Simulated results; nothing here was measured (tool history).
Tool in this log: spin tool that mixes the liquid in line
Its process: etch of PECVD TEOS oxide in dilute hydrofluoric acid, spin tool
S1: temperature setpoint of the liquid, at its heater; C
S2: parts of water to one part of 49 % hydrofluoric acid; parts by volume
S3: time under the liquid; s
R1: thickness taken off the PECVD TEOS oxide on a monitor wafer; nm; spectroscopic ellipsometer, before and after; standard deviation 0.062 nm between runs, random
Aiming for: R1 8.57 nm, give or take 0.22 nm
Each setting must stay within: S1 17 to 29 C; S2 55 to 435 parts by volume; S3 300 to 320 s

Run 1, day 0: S1 21 C, S2 245 parts by volume, S3 300 s. Result: R1 9.8403 nm.
Run 2, day 0.358: S1 21 C, S2 200 parts by volume, S3 300 s. Result: R1 12.617 nm.
Run 3, day 0.65: S1 19.5 C, S2 200 parts by volume, S3 300 s. Result: R1 11.969 nm.
Run 4, day 0.771: S1 19.5 C, S2 200 parts by volume, S3 300 s. Result: R1 11.901 nm.
Run 5, day 0.904: S1 19 C, S2 210 parts by volume, S3 300 s. Result: R1 11.222 nm.
Run 6, day 1.167: S1 18.5 C, S2 220 parts by volume, S3 300 s. Result: R1 10.24 nm.
Run 7, day 1.254: S1 18 C, S2 225 parts by volume, S3 300 s. Result: R1 9.8795 nm.
Run 8, day 1.379: S1 18 C, S2 230 parts by volume, S3 300 s. Result: R1 9.6142 nm.
Run 9, day 1.429: S1 18 C, S2 235 parts by volume, S3 300 s. Result: R1 9.2912 nm.
Run 10, day 1.529: S1 17.5 C, S2 240 parts by volume, S3 300 s. Result: R1 8.9489 nm.

Consider the 4 candidate settings below. Which is the only one whose results all fall within their allowed miss of target?
Run A, day 1.629: S1 18.5 C, S2 255 parts by volume, S3 300 s. Result: R1 ?.
Run B, day 1.629: S1 17 C, S2 240 parts by volume, S3 305 s. Result: R1 ?.
Run C, day 1.629: S1 17 C, S2 235 parts by volume, S3 300 s. Result: R1 ?.
Run D, day 1.629: S1 17 C, S2 240 parts by volume, S3 315 s. Result: R1 ?.

move      R1
   A  8.6102
   B  8.8959
   C  8.9757
   D  9.1876
A: in spec on every target
B: an improvement on the last run, though not all results are within tolerance
C: moves away from the targets compared with the last run
D: moves away from the targets compared with the last run
Answer: A

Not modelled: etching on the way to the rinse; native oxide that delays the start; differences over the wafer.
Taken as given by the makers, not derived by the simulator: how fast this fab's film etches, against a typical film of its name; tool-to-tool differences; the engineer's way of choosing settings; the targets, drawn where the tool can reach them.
